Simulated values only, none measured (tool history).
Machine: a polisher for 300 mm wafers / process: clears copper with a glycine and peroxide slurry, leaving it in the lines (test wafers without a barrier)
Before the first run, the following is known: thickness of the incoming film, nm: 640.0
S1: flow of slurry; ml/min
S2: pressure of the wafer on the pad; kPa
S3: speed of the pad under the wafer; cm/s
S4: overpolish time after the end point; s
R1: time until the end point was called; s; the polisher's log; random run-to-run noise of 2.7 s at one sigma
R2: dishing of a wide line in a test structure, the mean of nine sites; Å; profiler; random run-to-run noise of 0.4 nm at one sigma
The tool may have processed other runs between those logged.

run  hour   S1    S2   S3  S4      R1      R2
  1   0.0  215  22.1   96  24  137.27  794.10
  2   0.9  190  18.6   98  19  156.65  585.62
  3   8.9  175  15.9  102  16  171.48  470.40
  4  14.6  175  15.9   80  16  209.63  402.07
  5  17.5  160  13.8   90  13  216.48  323.63
  6  25.8  160  13.8   90  18  217.81  446.35
  7  33.8  210  15.2   80  15  220.16  364.10
  8  41.6  245  15.2   84  13  198.92  343.25
  9  43.5  270  13.8   90  11  204.19  276.98

What does the tool deliver on the next run?
 10  44.2  290  13.1  96  10   ?   ?

{"run 10": {"R1": 196.79, "R2": 268.8}}

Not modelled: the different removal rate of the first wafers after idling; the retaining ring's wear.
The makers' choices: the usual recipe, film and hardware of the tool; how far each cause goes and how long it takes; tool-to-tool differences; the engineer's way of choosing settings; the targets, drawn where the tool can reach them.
